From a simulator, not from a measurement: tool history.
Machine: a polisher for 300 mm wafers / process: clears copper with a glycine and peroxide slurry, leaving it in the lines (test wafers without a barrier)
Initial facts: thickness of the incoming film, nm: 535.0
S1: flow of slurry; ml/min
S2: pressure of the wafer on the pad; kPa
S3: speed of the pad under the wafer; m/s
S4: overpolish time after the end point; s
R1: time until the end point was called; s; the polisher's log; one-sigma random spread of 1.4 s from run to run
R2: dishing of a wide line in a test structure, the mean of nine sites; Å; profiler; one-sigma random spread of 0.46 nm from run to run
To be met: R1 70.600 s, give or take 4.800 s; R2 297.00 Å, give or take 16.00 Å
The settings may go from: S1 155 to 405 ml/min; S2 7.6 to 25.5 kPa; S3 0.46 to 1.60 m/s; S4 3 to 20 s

run,day,S1,S2,S3,S4,R1,R2
1,0.000,260,16.5,1.02,10,115.280,351.56
2,0.171,260,15.2,1.02,10,122.850,341.05
3,0.267,260,15.2,1.28,10,98.470,397.48
4,0.350,260,15.9,1.28,9,95.487,363.63
5,0.512,260,16.5,1.28,8,93.149,334.80
6,0.783,260,17.2,1.28,8,90.168,357.70
7,0.950,260,17.9,1.30,7,84.007,332.47
8,1.162,260,19.3,1.32,5,80.428,255.18

Pick the move, out of 5, that brings all results within their allowed miss; only one does.
A,1.375,280,18.6,1.28,6,?,?
B,1.375,270,20.7,1.40,5,?,?
C,1.375,285,18.6,1.26,5,?,?
D,1.375,300,19.3,1.26,6,?,?
E,1.375,300,20.7,1.24,4,?,?

move,R1,R2
A,84.840,295.44
B,72.014,291.48
C,85.882,249.33
D,83.034,301.41
E,79.450,219.60
A: puts the biggest miss on target and leaves a different result outside tolerance
B: in spec on every target
C: its largest miss is bigger than the last run's
D: puts the biggest miss on target and leaves a different result outside tolerance
E: its largest miss is bigger than the last run's
The right move is B.

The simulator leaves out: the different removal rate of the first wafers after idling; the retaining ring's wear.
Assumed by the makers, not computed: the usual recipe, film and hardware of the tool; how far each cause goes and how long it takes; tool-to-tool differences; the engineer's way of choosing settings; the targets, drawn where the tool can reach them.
